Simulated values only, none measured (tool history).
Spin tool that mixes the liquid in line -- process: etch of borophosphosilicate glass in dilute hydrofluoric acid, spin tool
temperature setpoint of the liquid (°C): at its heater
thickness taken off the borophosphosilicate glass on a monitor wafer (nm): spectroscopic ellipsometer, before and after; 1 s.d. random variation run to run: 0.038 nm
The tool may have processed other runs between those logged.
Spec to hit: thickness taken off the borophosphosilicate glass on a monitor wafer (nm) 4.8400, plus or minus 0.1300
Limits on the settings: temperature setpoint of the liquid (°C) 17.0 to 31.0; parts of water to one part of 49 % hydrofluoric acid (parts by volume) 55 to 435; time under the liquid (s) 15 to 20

run,hour,temperature setpoint of the liquid (°C),parts of water to one part of 49 % hydrofluoric acid (parts by volume),time under the liquid (s),thickness taken off the borophosphosilicate glass on a monitor wafer (nm)
1,0.0,23.0,245,20,6.0710
2,3.7,24.0,245,20,6.2102
3,7.8,22.0,250,20,5.6005
4,11.4,21.0,250,20,5.4516
5,16.9,21.0,335,20,3.7700
6,20.8,18.5,335,20,3.4464
7,26.8,21.5,330,20,3.9199
8,29.3,23.5,330,20,4.1806
9,32.1,25.0,330,20,4.4196
10,39.4,26.0,330,20,4.5432
11,46.2,26.5,330,20,4.6163

Which single option among these 5 for the next run brings every result within its allowed miss of target? Just one does.
A,53.0,26.0,340,20,?
B,53.0,28.0,330,20,?
C,53.0,28.0,280,15,?
D,53.0,26.0,295,20,?
E,53.0,31.0,335,20,?

move,thickness taken off the borophosphosilicate glass on a monitor wafer (nm)
A,4.3573
B,4.8413
C,4.5104
D,5.2527
E,5.2178
A: lands further from the targets than the last run did
B: each result inside its tolerance
C: lands further from the targets than the last run did
D: pushes the last run's worst result past its target
E: pushes the last run's worst result past its target
The right move is B.
